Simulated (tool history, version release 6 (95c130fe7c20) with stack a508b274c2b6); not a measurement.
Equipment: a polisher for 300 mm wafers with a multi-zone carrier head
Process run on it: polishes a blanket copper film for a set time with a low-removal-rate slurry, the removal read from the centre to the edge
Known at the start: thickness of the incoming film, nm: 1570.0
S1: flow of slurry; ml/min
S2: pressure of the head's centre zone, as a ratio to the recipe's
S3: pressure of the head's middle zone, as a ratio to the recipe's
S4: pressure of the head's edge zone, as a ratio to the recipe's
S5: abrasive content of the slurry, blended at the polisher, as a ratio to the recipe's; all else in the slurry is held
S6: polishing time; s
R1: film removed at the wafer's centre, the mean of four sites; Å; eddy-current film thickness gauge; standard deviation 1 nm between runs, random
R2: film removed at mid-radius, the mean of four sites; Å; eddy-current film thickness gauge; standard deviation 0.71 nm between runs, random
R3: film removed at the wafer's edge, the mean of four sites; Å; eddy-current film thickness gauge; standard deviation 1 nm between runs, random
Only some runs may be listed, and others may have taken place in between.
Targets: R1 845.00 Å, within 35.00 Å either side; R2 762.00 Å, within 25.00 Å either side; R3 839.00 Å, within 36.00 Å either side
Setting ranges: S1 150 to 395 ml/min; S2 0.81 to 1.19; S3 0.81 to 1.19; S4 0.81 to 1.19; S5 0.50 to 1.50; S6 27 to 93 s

run,hour,S1,S2,S3,S4,S5,S6,R1,R2,R3
1,0.0,250,1.00,1.00,1.00,1.00,59,1566.60,1539.40,1594.90
2,8.4,245,0.99,0.96,0.97,0.85,51,1274.20,1242.70,1283.30
3,11.2,245,1.03,0.96,0.97,0.85,51,1340.20,1240.60,1288.50
4,15.5,245,0.98,0.96,0.97,0.85,51,1253.80,1225.40,1294.50
5,16.0,245,0.98,0.96,0.97,0.85,36,892.35,864.91,903.11
6,18.1,245,0.98,0.96,1.02,0.85,36,894.13,862.95,939.21
7,19.6,240,0.98,0.93,1.00,0.80,36,888.77,825.92,896.87
8,28.3,230,0.97,0.92,0.99,0.80,36,861.72,815.90,886.56
9,34.6,220,0.97,0.91,0.98,0.80,36,845.31,807.94,888.20

Consider the 5 candidate settings below. Which is the only one whose results all fall within their allowed miss of target?
A,40.9,165,0.88,0.94,0.95,0.85,40,?,?,?
B,40.9,205,0.90,0.94,0.94,0.80,39,?,?,?
C,40.9,220,0.99,1.04,0.86,0.85,35,?,?,?
D,40.9,205,0.98,0.83,1.16,0.80,37,?,?,?
E,40.9,220,0.99,0.89,0.94,0.80,35,?,?,?

move,R1,R2,R3
A,828.81,892.63,944.09
B,850.67,891.05,927.79
C,865.54,894.69,818.21
D,878.72,762.10,977.90
E,850.45,772.13,839.99
A: its largest miss is bigger than the last run's
B: its largest miss is bigger than the last run's
C: its largest miss is bigger than the last run's
D: puts the biggest miss on target and leaves a different result outside tolerance
E: each result inside its tolerance
E meets every target.
